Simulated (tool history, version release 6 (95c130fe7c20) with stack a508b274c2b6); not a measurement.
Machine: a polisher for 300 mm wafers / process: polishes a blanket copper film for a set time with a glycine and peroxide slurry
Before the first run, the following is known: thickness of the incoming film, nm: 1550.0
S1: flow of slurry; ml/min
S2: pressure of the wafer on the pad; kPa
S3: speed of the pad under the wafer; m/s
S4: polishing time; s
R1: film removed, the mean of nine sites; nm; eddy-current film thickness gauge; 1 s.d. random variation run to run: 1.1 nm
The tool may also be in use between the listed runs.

Run 1, day 0: S1 265 ml/min, S2 13.8 kPa, S3 1.24 m/s, S4 46 s. Result: R1 195.67 nm.
Run 2, day 0.054: S1 265 ml/min, S2 13.1 kPa, S3 1.24 m/s, S4 46 s. Result: R1 189.93 nm.
Run 3, day 0.333: S1 255 ml/min, S2 11.7 kPa, S3 1.24 m/s, S4 46 s. Result: R1 176.8 nm.
Run 4, day 0.629: S1 255 ml/min, S2 11.7 kPa, S3 1.04 m/s, S4 46 s. Result: R1 153.23 nm.
Run 5, day 0.662: S1 255 ml/min, S2 14.5 kPa, S3 1.04 m/s, S4 46 s. Result: R1 172.18 nm.
Run 6, day 0.958: S1 250 ml/min, S2 14.5 kPa, S3 1.04 m/s, S4 46 s. Result: R1 170.24 nm.
Run 7, day 1.112: S1 245 ml/min, S2 14.5 kPa, S3 1.04 m/s, S4 46 s. Result: R1 170.82 nm.

For run 8, what comes out?
Run 8, day 1.25: S1 240 ml/min, S2 14.5 kPa, S3 1.04 m/s, S4 46 s. Result: R1 ?.

{"run 8": {"R1": 171.59}}

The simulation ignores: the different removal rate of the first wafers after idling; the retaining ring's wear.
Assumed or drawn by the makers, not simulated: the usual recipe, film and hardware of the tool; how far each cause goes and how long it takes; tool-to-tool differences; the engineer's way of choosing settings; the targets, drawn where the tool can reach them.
